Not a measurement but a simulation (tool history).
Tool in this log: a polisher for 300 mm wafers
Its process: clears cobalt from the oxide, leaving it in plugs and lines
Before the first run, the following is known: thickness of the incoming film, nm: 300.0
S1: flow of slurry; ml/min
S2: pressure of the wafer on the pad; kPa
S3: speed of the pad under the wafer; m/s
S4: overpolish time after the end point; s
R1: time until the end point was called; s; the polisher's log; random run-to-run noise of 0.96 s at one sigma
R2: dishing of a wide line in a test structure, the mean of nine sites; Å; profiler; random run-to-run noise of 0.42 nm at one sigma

run,hour,S1,S2,S3,S4,R1,R2
1,0,170,11.7,1.14,11,75.929,325.27
2,0.7,170,11.7,1.24,11,68.434,340.62
3,9.5,170,11.7,1.26,10,68.787,330.92
4,18.5,175,12.4,1.24,9,65.307,307.87
5,25.9,175,13.1,1.24,8,59.808,304.3
# hour 32.5: worn pad replaced by a new one
6,32.5,175,13.1,1.36,8,53.119,341.84

Run 7 comes next. What will it give?
7,36.8,205,15.2,1.16,3,?,?

Run 7 produced R1 51.424 s, R2 161.41 Å.
